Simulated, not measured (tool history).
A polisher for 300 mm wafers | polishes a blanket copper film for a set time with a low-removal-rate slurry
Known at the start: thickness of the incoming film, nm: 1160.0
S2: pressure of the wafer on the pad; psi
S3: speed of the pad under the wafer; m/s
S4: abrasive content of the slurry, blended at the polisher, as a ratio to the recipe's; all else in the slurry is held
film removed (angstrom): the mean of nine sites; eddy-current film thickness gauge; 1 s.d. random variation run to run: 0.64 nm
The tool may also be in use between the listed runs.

Run 1, hour 0.0: flow of slurry (ml/min) 240, S2 2.3 psi, S3 1.02 m/s, S4 1.0, polishing time (s) 29. Result: film removed (angstrom) 579.55.
Run 2, hour 7.9: flow of slurry (ml/min) 240, S2 2.2 psi, S3 1.02 m/s, S4 1.0, polishing time (s) 29. Result: film removed (angstrom) 580.22.
Run 3, hour 16.8: flow of slurry (ml/min) 240, S2 2.2 psi, S3 1.14 m/s, S4 1.0, polishing time (s) 29. Result: film removed (angstrom) 618.67.
Run 4, hour 17.6: flow of slurry (ml/min) 240, S2 2.2 psi, S3 1.14 m/s, S4 1.0, polishing time (s) 26. Result: film removed (angstrom) 570.56.
Run 5, hour 19.1: flow of slurry (ml/min) 240, S2 2.1 psi, S3 1.14 m/s, S4 1.0, polishing time (s) 26. Result: film removed (angstrom) 533.60.
Run 6, hour 21.6: flow of slurry (ml/min) 300, S2 2.1 psi, S3 1.14 m/s, S4 1.0, polishing time (s) 26. Result: film removed (angstrom) 546.76.

Run 7 is up next; what results do you expect?
Run 7, hour 24.0: flow of slurry (ml/min) 300, S2 2.0 psi, S3 1.14 m/s, S4 1.0, polishing time (s) 26. Result: film removed (angstrom) ?.

{"run 7": {"film removed (angstrom)": 527.46}}
